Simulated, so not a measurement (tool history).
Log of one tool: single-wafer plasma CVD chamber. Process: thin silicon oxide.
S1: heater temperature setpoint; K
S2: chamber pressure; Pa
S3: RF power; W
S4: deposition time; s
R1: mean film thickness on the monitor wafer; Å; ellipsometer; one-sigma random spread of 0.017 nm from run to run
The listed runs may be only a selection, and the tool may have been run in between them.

| run | day | S1 | S2 | S3 | S4 | R1 |
|---|---|---|---|---|---|---|
| 1 | 0 | 668.15 | 88.4 | 235 | 6.6 | 98.713 |
| 2 | 0.154 | 668.15 | 86.7 | 235 | 6.6 | 97.214 |
| 3 | 0.212 | 668.15 | 86.7 | 220 | 6.6 | 94.011 |
| 4 | 0.275 | 668.15 | 72.5 | 220 | 6.6 | 79.075 |
| 5 | 0.471 | 668.15 | 73.1 | 220 | 6.6 | 79.767 |
| 6 | 0.704 | 668.15 | 73.5 | 220 | 6.6 | 80.028 |
| 7 | 0.908 | 668.15 | 73.9 | 220 | 6.6 | 80.343 |

Run 8, settings as shown, results not yet in. Your forecast:
| 8 | 1.092 | 668.15 | 74.1 | 220 | 6.6 | ? |

R1: 80.666 Å
